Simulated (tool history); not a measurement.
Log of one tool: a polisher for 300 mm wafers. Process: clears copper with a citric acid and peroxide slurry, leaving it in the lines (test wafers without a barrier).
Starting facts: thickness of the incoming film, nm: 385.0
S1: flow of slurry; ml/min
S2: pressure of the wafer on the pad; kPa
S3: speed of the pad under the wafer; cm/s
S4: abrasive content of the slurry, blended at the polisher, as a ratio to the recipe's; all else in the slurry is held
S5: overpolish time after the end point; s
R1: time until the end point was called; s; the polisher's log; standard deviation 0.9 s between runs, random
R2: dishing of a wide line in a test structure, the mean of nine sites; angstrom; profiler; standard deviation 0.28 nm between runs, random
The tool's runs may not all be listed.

run 1 hour=0.0 | S1=170 S2=21.4 S3=124 S4=1.00 S5=16 | R1=104.21 R2=367.77
run 2 hour=8.4 | S1=170 S2=21.4 S3=124 S4=1.00 S5=21 | R1=102.06 R2=484.27
run 3 hour=9.5 | S1=175 S2=20.7 S3=126 S4=1.00 S5=18 | R1=104.17 R2=417.91
run 4 hour=14.3 | S1=175 S2=20.7 S3=116 S4=1.00 S5=18 | R1=113.68 R2=400.71
run 5 hour=20.7 | S1=165 S2=20.0 S3=126 S4=0.90 S5=16 | R1=110.97 R2=347.27
run 6 hour=25.6 | S1=155 S2=19.3 S3=132 S4=0.85 S5=14 | R1=111.65 R2=298.44
run 7 hour=33.5 | S1=145 S2=18.6 S3=138 S4=0.80 S5=13 | R1=110.61 R2=293.28
run 8 hour=34.5 | S1=140 S2=18.6 S3=140 S4=0.75 S5=12 | R1=112.85 R2=269.52
run 9 hour=35.2 | S1=135 S2=18.6 S3=144 S4=0.70 S5=11 | R1=112.51 R2=248.91

Expected results for the next run?
run 10 hour=41.5 | S1=130 S2=18.6 S3=146 S4=0.65 S5=10 | R1=? R2=?

R1: 115.21 s
R2: 218.66 angstrom

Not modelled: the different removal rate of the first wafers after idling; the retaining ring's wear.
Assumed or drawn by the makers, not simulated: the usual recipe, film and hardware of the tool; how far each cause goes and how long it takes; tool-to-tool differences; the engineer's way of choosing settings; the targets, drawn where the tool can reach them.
